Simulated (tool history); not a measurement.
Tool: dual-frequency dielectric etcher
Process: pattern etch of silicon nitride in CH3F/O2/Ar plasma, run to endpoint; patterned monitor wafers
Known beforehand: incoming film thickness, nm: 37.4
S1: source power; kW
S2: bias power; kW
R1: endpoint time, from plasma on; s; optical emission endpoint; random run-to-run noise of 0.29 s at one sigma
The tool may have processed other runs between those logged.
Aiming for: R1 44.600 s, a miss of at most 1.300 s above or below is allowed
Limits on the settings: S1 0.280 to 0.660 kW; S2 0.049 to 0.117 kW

run    day     S1     S2      R1
  1  0.000  0.470  0.083  52.407
  2  0.208  0.490  0.085  51.282
  3  0.517  0.510  0.087  51.047
  4  0.783  0.470  0.087  51.627
  5  0.975  0.490  0.090  51.545
  6  1.329  0.490  0.097  49.785
  7  1.471  0.510  0.099  49.164
  8  1.767  0.530  0.101  48.612
  9  2.000  0.540  0.103  47.552

Exercise: of the 5 proposed moves below, exactly one satisfies all targets within the stated allowed misses. Which move is it?
  A  2.233  0.460  0.089   ?
  B  2.233  0.450  0.103   ?
  C  2.233  0.530  0.094   ?
  D  2.233  0.520  0.111   ?
  E  2.233  0.580  0.117   ?

move      R1
   A  51.528
   B  49.878
   C  48.849
   D  46.968
   E  44.876
A: the biggest miss grows against the last run
B: the biggest miss grows against the last run
C: the biggest miss grows against the last run
D: better than the last run, though not everything is in spec
E: meets every target
E is the move that brings every result within its allowed miss.

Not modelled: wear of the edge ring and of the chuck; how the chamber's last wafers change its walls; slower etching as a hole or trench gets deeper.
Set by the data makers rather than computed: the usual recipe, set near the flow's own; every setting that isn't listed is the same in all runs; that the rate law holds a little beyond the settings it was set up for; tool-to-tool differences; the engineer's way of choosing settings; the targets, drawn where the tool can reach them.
